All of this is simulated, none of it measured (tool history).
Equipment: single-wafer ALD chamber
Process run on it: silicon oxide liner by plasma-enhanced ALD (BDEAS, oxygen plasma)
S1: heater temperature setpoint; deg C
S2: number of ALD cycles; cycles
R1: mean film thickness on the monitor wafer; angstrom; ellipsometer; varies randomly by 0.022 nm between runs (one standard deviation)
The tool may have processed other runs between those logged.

run 1 hour=0 | S1=310 S2=59 | R1=49.953
run 2 hour=1.8 | S1=299 S2=59 | R1=51.348
run 3 hour=8.6 | S1=301 S2=58 | R1=49.865
run 4 hour=10.2 | S1=302 S2=58 | R1=49.897
run 5 hour=17.1 | S1=302 S2=62 | R1=53.674
run 6 hour=22.5 | S1=302 S2=58 | R1=50.183
run 7 hour=30.4 | S1=304 S2=57 | R1=49.056
run 8 hour=33.4 | S1=305 S2=57 | R1=49.209

Run 9 comes next. What will it give?
run 9 hour=39.9 | S1=305 S2=56 | R1=?

{"run 9": {"R1": 47.996}}
